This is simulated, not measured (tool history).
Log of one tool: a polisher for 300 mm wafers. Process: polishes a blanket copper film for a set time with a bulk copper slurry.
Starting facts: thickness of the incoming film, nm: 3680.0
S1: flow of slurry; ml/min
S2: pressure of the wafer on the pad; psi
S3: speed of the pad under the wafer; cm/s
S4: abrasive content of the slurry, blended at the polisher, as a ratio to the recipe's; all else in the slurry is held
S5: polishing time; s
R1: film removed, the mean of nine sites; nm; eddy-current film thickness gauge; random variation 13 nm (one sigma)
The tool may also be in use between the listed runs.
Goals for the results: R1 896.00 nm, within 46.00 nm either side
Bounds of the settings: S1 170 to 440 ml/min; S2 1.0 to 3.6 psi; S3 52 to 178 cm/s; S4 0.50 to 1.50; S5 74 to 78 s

run	hour	S1	S2	S3	S4	S5	R1
1	0.0	280	2.3	114	1.00	74	576.01
2	3.0	280	2.3	114	0.85	74	522.63
3	9.2	280	2.3	114	0.95	74	545.06
4	13.0	280	2.4	114	0.95	74	575.83
5	21.5	250	2.4	114	0.95	74	574.81
6	24.9	250	2.5	114	0.95	74	581.24
7	30.7	250	2.6	114	0.95	74	603.98
8	33.4	250	2.7	114	0.95	74	634.67
9	38.4	250	2.8	114	0.95	74	666.88
10	41.1	250	2.9	114	0.95	74	671.33

Which of these 4 next moves meets every target?
A	43.8	215	2.9	132	1.30	78	?
B	43.8	255	3.2	140	1.05	78	?
C	43.8	255	3.1	146	1.00	78	?
D	43.8	400	3.4	94	1.10	78	?

move	R1
A	903.58
B	1016.70
C	1013.20
D	773.57
A: every result lands within tolerance
B: takes the biggest miss from the last run beyond its target
C: takes the biggest miss from the last run beyond its target
D: closes in on the targets versus the last run, not all within tolerance yet
A meets every target.
